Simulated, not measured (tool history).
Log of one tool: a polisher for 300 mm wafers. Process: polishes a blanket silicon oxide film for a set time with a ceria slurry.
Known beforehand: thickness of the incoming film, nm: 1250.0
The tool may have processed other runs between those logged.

run	day	flow of slurry (ml/min)	pressure of the wafer on the pad (kPa)	speed of the pad under the wafer (cm/s)	polishing time (s)	film removed (angstrom)
1	0	220	17.9	114	71	2354.4
2	0.054	215	16.5	114	71	2177.2
3	0.133	215	14.5	114	71	1927.8
4	0.2	210	13.8	114	71	1848.3
5	0.317	235	13.8	114	71	1858.6
6	0.408	235	13.8	138	71	2231.9
7	0.617	205	9	134	71	1404.3

Run 8 is up next; what results do you expect?
8	0.7	220	9	134	71	?

film removed (angstrom): 1432

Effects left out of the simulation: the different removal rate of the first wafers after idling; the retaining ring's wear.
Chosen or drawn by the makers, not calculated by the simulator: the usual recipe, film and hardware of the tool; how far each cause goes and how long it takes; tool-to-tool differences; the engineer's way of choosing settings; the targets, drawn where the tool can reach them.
